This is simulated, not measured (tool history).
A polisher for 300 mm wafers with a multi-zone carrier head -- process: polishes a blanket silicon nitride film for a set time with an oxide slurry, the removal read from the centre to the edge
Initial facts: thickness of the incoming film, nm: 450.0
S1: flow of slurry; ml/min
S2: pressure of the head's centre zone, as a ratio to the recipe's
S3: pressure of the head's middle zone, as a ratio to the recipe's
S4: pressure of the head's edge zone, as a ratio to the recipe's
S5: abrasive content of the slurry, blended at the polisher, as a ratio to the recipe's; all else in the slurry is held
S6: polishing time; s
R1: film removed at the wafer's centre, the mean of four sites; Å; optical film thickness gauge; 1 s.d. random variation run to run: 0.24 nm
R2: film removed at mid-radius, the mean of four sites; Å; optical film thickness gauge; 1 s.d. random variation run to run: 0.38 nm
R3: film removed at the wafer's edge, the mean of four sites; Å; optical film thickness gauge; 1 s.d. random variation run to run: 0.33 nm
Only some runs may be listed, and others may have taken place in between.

run  hour   S1    S2    S3    S4    S5  S6      R1      R2      R3
  1     0  220     1     1     1     1  42     292  296.92  303.03
  2   4.8  215  0.96  1.02  0.99   0.9  42  264.74   290.6  281.51
  3  12.1  210  0.93  1.02  0.99  0.85  42  249.22  279.47  276.52
  4  20.5  210  0.93  1.02  0.99     1  42  268.81  299.87  301.17
  5  28.3  205  0.91  1.03  0.98   0.9  42  244.49  292.56  281.73
  6  34.5  205   0.9  1.03  0.97  0.85  42  241.33  279.95  277.63
  7  38.5  205  0.89  1.05  0.97   0.8  42  231.54  270.59  270.24
  8  41.8  205  0.89  1.05  0.97   0.8  42  228.36  277.12  264.63
  9  43.1  205  0.88  1.06  0.96  0.75  42  222.35  263.36  262.05
 10  48.4  215  0.82  1.16  0.91   0.8  35  179.05   249.9  219.15

Expected results for the next run?
 11  52.3  215  0.82  1.16  0.92  0.8  35   ?   ?   ?

Run 11 came out at R1 180.74 Å, R2 252.16 Å, R3 221.88 Å.
